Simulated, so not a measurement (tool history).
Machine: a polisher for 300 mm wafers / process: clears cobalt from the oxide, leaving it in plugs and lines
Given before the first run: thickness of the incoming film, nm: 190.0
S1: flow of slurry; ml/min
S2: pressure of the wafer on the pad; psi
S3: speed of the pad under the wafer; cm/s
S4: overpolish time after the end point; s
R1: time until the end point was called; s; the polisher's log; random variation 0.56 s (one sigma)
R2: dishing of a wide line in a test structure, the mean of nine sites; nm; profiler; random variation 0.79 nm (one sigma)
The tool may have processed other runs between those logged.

run 1 day=0.000 | S1=245 S2=2.2 S3=122 S4=24 | R1=28.771 R2=54.604
run 2 day=0.308 | S1=245 S2=2.2 S3=122 S4=18 | R1=28.470 R2=50.645
run 3 day=0.558 | S1=245 S2=2.5 S3=122 S4=18 | R1=26.733 R2=52.496
run 4 day=0.629 | S1=190 S2=2.5 S3=122 S4=18 | R1=26.748 R2=51.359
run 5 day=0.900 | S1=180 S2=2.2 S3=124 S4=16 | R1=29.030 R2=48.012
run 6 day=0.962 | S1=215 S2=2.2 S3=124 S4=16 | R1=27.607 R2=48.282
run 7 day=1.121 | S1=210 S2=2.0 S3=120 S4=15 | R1=31.026 R2=46.140
run 8 day=1.392 | S1=210 S2=1.8 S3=120 S4=14 | R1=32.363 R2=41.925
run 9 day=1.538 | S1=210 S2=1.7 S3=118 S4=15 | R1=34.945 R2=43.454
run 10 day=1.688 | S1=180 S2=1.6 S3=102 S4=7 | R1=42.407 R2=25.037

Expected results for the next run?
run 11 day=1.846 | S1=185 S2=1.6 S3=104 S4=9 | R1=? R2=?

{"run 11": {"R1": 41.562, "R2": 30.016}}
